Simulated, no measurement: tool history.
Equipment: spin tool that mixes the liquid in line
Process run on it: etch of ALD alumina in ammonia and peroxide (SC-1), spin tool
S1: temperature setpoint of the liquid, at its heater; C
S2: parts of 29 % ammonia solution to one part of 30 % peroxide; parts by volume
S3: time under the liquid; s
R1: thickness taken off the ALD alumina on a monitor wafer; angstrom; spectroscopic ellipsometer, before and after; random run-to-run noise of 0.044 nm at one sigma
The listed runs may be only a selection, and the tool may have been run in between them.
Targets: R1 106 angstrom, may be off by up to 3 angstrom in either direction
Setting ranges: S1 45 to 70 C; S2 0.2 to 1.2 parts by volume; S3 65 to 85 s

run,hour,S1,S2,S3,R1
1,0,61,0.7,85,76.565
2,0.9,61,0.7,85,76.982
3,4.9,63,0.7,85,85.09
4,13.6,69,0.7,85,115.38
5,15.1,69,0.7,65,87.06
# hour 22.5: heated supply line repaired
6,22.5,62,0.7,65,70.935
7,29.2,64.5,0.75,70,87.659
8,35.9,66,0.75,70,93.554
9,37.3,67,0.75,70,99.621
10,40.2,67.5,0.75,70,101.5

Next run, 4 choices. One meets every target within its allowed miss, the rest don't. Which?
A,43.1,67,0.7,75,?
B,43.1,68.5,0.65,65,?
C,43.1,68.5,0.7,65,?
D,43.1,68.5,0.9,65,?

move,R1
A,104.82
B,97.05
C,97.728
D,100.07
A: in spec on every target
B: its largest miss is bigger than the last run's
C: its largest miss is bigger than the last run's
D: its largest miss is bigger than the last run's
So the answer is move A, the one that meets all the targets.

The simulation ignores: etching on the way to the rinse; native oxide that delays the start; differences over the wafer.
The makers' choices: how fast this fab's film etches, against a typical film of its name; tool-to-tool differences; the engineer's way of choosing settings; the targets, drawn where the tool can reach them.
